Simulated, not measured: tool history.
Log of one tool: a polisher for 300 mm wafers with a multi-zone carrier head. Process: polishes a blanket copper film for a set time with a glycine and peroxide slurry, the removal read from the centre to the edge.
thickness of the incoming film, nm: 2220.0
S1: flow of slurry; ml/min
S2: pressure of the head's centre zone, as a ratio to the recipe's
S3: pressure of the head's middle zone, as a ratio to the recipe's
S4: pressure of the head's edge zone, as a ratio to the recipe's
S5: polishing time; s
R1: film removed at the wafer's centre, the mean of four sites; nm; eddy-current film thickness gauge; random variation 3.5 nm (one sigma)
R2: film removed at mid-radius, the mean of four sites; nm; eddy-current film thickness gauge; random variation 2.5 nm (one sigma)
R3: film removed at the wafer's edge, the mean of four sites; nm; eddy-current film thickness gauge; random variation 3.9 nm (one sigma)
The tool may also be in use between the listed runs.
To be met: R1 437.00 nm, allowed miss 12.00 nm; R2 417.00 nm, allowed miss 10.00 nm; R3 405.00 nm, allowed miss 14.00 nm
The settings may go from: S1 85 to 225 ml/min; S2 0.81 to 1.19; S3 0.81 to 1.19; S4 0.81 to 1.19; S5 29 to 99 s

run	day	S1	S2	S3	S4	S5	R1	R2	R3
1	0.000	145	1.00	1.00	1.00	64	383.11	372.32	366.77
2	0.312	160	1.01	1.01	1.02	64	390.73	388.10	381.89
3	0.404	160	1.01	1.01	1.08	64	391.88	387.34	393.81
4	0.475	160	1.01	1.07	1.08	64	395.93	406.78	393.91
5	0.575	175	1.01	1.07	1.08	64	400.96	410.91	388.03
6	0.742	180	1.03	1.06	1.09	64	405.26	409.18	398.82
7	1.046	185	1.05	1.06	1.09	64	415.05	411.40	397.91
8	1.108	190	1.06	1.06	1.09	64	418.85	417.66	400.92
9	1.188	190	1.06	1.06	1.09	64	412.81	412.37	402.80
10	1.538	190	1.06	1.06	1.09	64	420.01	412.07	401.07
11	1.892	195	1.07	1.06	1.09	64	416.10	417.55	394.43

Which of these 5 next moves meets every target?
A	2.246	135	1.10	1.05	1.05	69	?	?	?
B	2.246	220	1.19	1.09	0.94	62	?	?	?
C	2.246	170	1.01	1.10	1.08	65	?	?	?
D	2.246	215	1.09	1.17	0.98	60	?	?	?
E	2.246	220	0.96	1.10	1.09	61	?	?	?

move	R1	R2	R3
A	437.11	417.99	403.03
B	453.69	416.64	364.93
C	401.85	425.33	394.24
D	408.38	427.44	357.82
E	377.20	413.44	381.08
A: meets every target
B: takes the result that was furthest off past its target
C: further off than the last run
D: further off than the last run
E: further off than the last run
Answer: A

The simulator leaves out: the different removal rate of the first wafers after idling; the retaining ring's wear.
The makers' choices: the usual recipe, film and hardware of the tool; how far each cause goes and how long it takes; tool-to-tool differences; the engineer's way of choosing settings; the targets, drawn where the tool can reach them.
